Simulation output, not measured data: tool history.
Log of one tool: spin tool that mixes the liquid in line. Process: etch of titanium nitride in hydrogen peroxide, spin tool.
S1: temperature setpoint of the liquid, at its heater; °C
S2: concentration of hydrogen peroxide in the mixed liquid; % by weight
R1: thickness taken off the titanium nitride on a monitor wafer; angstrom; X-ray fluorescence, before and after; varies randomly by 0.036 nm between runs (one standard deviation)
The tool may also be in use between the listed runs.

{"run": 1, "hour": 0.0, "S1": 54.0, "S2": 25.5, "time under the liquid (s)": 190, "R1": 118.88}
{"run": 2, "hour": 3.0, "S1": 54.0, "S2": 25.5, "time under the liquid (s)": 190, "R1": 118.97}
{"run": 3, "hour": 9.2, "S1": 53.5, "S2": 25.5, "time under the liquid (s)": 190, "R1": 114.59}
{"run": 4, "hour": 15.8, "S1": 53.5, "S2": 25.5, "time under the liquid (s)": 190, "R1": 115.69}
{"run": 5, "hour": 22.6, "S1": 53.0, "S2": 25.5, "time under the liquid (s)": 190, "R1": 110.71}
{"run": 6, "hour": 30.6, "S1": 60.0, "S2": 25.5, "time under the liquid (s)": 190, "R1": 180.33}
{"run": 7, "hour": 39.1, "S1": 58.5, "S2": 25.5, "time under the liquid (s)": 190, "R1": 162.76}
{"run": 8, "hour": 40.2, "S1": 58.5, "S2": 25.5, "time under the liquid (s)": 190, "R1": 162.12}
{"run": 9, "hour": 46.5, "S1": 57.0, "S2": 25.5, "time under the liquid (s)": 190, "R1": 146.81}

Predict the results of run 10:
{"run": 10, "hour": 50.7, "S1": 56.0, "S2": 25.5, "time under the liquid (s)": 190, "R1": "?"}

{"run 10": {"R1": 136.81}}

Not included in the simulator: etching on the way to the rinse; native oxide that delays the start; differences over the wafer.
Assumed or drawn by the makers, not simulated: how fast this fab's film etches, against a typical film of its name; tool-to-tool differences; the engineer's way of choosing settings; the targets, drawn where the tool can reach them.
